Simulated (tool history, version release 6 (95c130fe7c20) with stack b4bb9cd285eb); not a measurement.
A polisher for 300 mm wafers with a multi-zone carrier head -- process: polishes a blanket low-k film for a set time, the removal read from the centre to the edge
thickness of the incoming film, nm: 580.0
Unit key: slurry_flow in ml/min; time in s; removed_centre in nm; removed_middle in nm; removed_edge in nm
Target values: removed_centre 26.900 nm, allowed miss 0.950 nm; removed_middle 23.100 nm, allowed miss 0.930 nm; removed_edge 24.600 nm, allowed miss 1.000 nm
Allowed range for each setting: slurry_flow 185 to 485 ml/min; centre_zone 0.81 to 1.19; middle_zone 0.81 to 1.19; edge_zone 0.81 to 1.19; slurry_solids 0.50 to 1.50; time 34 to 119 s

Run 1, hour 0.0: slurry_flow 310 ml/min, centre_zone 1.00, middle_zone 1.00, edge_zone 1.00, slurry_solids 1.00, time 76 s. Result: removed_centre 35.039 nm, removed_middle 34.607 nm, removed_edge 32.817 nm.
Run 2, hour 0.9: slurry_flow 310 ml/min, centre_zone 0.97, middle_zone 1.00, edge_zone 1.00, slurry_solids 1.00, time 76 s. Result: removed_centre 33.925 nm, removed_middle 33.820 nm, removed_edge 33.210 nm.
Run 3, hour 9.1: slurry_flow 375 ml/min, centre_zone 0.97, middle_zone 1.00, edge_zone 1.00, slurry_solids 1.00, time 76 s. Result: removed_centre 34.327 nm, removed_middle 34.975 nm, removed_edge 34.006 nm.
Run 4, hour 13.0: slurry_flow 375 ml/min, centre_zone 0.97, middle_zone 1.03, edge_zone 1.00, slurry_solids 1.00, time 76 s. Result: removed_centre 35.106 nm, removed_middle 35.730 nm, removed_edge 34.502 nm.
Run 5, hour 13.9: slurry_flow 325 ml/min, centre_zone 0.97, middle_zone 1.03, edge_zone 1.00, slurry_solids 1.00, time 76 s. Result: removed_centre 33.669 nm, removed_middle 34.706 nm, removed_edge 33.760 nm.
Run 6, hour 22.3: slurry_flow 325 ml/min, centre_zone 0.97, middle_zone 1.03, edge_zone 1.00, slurry_solids 0.90, time 76 s. Result: removed_centre 32.589 nm, removed_middle 34.124 nm, removed_edge 31.434 nm.
Run 7, hour 26.1: slurry_flow 320 ml/min, centre_zone 0.98, middle_zone 0.97, edge_zone 1.04, slurry_solids 0.85, time 73 s. Result: removed_centre 30.625 nm, removed_middle 30.037 nm, removed_edge 31.348 nm.
Run 8, hour 31.0: slurry_flow 310 ml/min, centre_zone 0.99, middle_zone 0.93, edge_zone 1.01, slurry_solids 0.80, time 72 s. Result: removed_centre 29.890 nm, removed_middle 27.822 nm, removed_edge 28.589 nm.
Run 9, hour 36.4: slurry_flow 285 ml/min, centre_zone 0.95, middle_zone 0.83, edge_zone 0.98, slurry_solids 0.65, time 71 s. Result: removed_centre 24.977 nm, removed_middle 22.349 nm, removed_edge 25.247 nm.
Run 10, hour 43.7: slurry_flow 290 ml/min, centre_zone 0.96, middle_zone 0.84, edge_zone 0.97, slurry_solids 0.65, time 71 s. Result: removed_centre 25.014 nm, removed_middle 22.180 nm, removed_edge 25.453 nm.
Run 11, hour 46.0: slurry_flow 275 ml/min, centre_zone 1.06, middle_zone 0.94, edge_zone 0.87, slurry_solids 0.65, time 71 s. Result: removed_centre 27.395 nm, removed_middle 24.174 nm, removed_edge 24.392 nm.
Run 12, hour 47.3: slurry_flow 270 ml/min, centre_zone 1.06, middle_zone 0.93, edge_zone 0.88, slurry_solids 0.65, time 71 s. Result: removed_centre 28.128 nm, removed_middle 24.197 nm, removed_edge 24.012 nm.

4 next moves are on the table. One of them brings every result within its allowed miss. Which?
Run A, hour 48.6: slurry_flow 265 ml/min, centre_zone 1.12, middle_zone 0.85, edge_zone 0.92, slurry_solids 0.65, time 66 s. Result: removed_centre ?, removed_middle ?, removed_edge ?.
Run B, hour 48.6: slurry_flow 260 ml/min, centre_zone 1.02, middle_zone 0.95, edge_zone 0.89, slurry_solids 0.65, time 73 s. Result: removed_centre ?, removed_middle ?, removed_edge ?.
Run C, hour 48.6: slurry_flow 230 ml/min, centre_zone 1.10, middle_zone 0.95, edge_zone 1.07, slurry_solids 0.60, time 71 s. Result: removed_centre ?, removed_middle ?, removed_edge ?.
Run D, hour 48.6: slurry_flow 240 ml/min, centre_zone 1.09, middle_zone 1.00, edge_zone 0.83, slurry_solids 0.55, time 80 s. Result: removed_centre ?, removed_middle ?, removed_edge ?.

move  removed_centre  removed_middle  removed_edge
   A          27.051          20.876        22.474
   B          27.362          25.153        24.421
   C          26.931          23.090        24.532
   D          28.873          25.995        23.545
A: brings the result that was furthest off to its target, and leaves another outside
B: brings the result that was furthest off to its target, and leaves another outside
C: each result inside its tolerance
D: its largest miss is bigger than the last run's
Correct choice: C, which meets every target

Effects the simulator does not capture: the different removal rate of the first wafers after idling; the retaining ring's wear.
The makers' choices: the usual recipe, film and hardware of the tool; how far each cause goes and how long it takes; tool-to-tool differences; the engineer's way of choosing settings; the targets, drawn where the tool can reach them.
